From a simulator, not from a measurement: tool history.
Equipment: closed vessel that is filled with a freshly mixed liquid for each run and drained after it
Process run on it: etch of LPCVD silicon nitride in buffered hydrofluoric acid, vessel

run	hour	temperature setpoint of the liquid (C)	parts of 40 % ammonium fluoride to one part of 49 % hydrofluoric acid (parts by volume)	time in the liquid (s)	thickness taken off the LPCVD silicon nitride on a monitor wafer (angstrom)
1	0	21	8.5	2855	414.63
2	2.9	21	10.5	2855	347.29
3	11.5	21	10.5	3040	374.34
4	18.2	22.5	10	3040	422.31
5	20.9	22.5	11.5	3040	368.92
6	26.9	22.5	13.5	3040	314.63
7	32.7	24	12.5	3040	371.14
8	39.3	25	12	3040	406.3
9	43.1	26	11.5	3040	448.32
10	48.7	26.5	11	3040	480.02

Run 11 is up next; what results do you expect?
11	50.4	27	10.5	3040	?

Logged for run 11: thickness taken off the LPCVD silicon nitride on a monitor wafer (angstrom) 512.85.
